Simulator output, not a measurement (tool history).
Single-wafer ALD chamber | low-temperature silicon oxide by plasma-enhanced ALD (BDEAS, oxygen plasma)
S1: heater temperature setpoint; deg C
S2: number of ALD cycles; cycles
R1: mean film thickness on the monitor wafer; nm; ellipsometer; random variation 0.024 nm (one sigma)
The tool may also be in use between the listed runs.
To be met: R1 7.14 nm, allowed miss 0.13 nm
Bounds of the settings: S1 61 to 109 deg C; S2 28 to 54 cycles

Run 1, hour 0: S1 85 deg C, S2 41 cycles. Result: R1 5.9817 nm.
Run 2, hour 6.9: S1 83 deg C, S2 42 cycles. Result: R1 6.1964 nm.
Run 3, hour 14.2: S1 93 deg C, S2 42 cycles. Result: R1 5.922 nm.
Run 4, hour 20.9: S1 87 deg C, S2 42 cycles. Result: R1 6.0569 nm.
Run 5, hour 29.5: S1 85 deg C, S2 42 cycles. Result: R1 6.0764 nm.
Run 6, hour 32.7: S1 89 deg C, S2 42 cycles. Result: R1 6.0744 nm.
Run 7, hour 33.6: S1 87 deg C, S2 43 cycles. Result: R1 6.2175 nm.
Run 8, hour 38.5: S1 85 deg C, S2 43 cycles. Result: R1 6.2905 nm.
Run 9, hour 40.5: S1 83 deg C, S2 43 cycles. Result: R1 6.3085 nm.
Run 10, hour 43: S1 81 deg C, S2 43 cycles. Result: R1 6.3508 nm.

4 next moves are on the table. One of them brings every result within its allowed miss. Which?
Run A, hour 45.5: S1 81 deg C, S2 48 cycles. Result: R1 ?.
Run B, hour 45.5: S1 82 deg C, S2 41 cycles. Result: R1 ?.
Run C, hour 45.5: S1 79 deg C, S2 45 cycles. Result: R1 ?.
Run D, hour 45.5: S1 79 deg C, S2 51 cycles. Result: R1 ?.

move      R1
   A  7.0745
   B  6.0218
   C  6.6784
   D  7.5689
A: meets every target
B: further off than the last run
C: nearer than the last run, and not there yet
D: takes the result that was furthest off past its target
The right move is A.
